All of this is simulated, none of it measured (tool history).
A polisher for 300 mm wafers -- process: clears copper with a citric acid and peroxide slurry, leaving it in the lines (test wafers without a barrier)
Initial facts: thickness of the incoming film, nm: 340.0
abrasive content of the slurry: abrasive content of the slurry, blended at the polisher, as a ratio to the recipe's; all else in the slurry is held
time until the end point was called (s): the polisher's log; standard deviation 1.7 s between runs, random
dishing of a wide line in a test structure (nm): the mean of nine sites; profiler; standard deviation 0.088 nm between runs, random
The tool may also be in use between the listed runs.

| run | hour | flow of slurry (ml/min) | pressure of the wafer on the pad (kPa) | speed of the pad under the wafer (cm/s) | abrasive content of the slurry | overpolish time after the end point (s) | time until the end point was called (s) | dishing of a wide line in a test structure (nm) |
|---|---|---|---|---|---|---|---|---|
| 1 | 0.0 | 295 | 28.3 | 98 | 1.00 | 9 | 151.29 | 13.2420 |
| 2 | 6.1 | 295 | 28.3 | 98 | 0.80 | 9 | 161.28 | 12.6760 |
| 3 | 13.7 | 295 | 28.3 | 98 | 1.00 | 9 | 148.69 | 13.5900 |
| 4 | 15.9 | 295 | 23.4 | 98 | 1.00 | 9 | 171.83 | 11.4140 |
| 5 | 18.8 | 295 | 21.4 | 104 | 1.10 | 8 | 174.64 | 10.8320 |
| 6 | 21.4 | 330 | 26.2 | 94 | 1.00 | 7 | 161.70 | 9.9701 |
| 7 | 24.4 | 360 | 28.3 | 84 | 1.10 | 6 | 167.28 | 8.2073 |
| 8 | 29.0 | 380 | 31.7 | 76 | 1.20 | 5 | 164.82 | 7.0316 |
| 9 | 34.7 | 400 | 34.5 | 72 | 1.25 | 5 | 160.48 | 7.2476 |
| 10 | 36.9 | 415 | 36.5 | 70 | 1.30 | 5 | 154.62 | 7.5048 |

Run 11, settings as shown, results not yet in. Your forecast:
| 11 | 43.4 | 425 | 37.9 | 68 | 1.35 | 5 | ? | ? |

Run 11 yielded time until the end point was called (s) 151.19, dishing of a wide line in a test structure (nm) 7.6718.
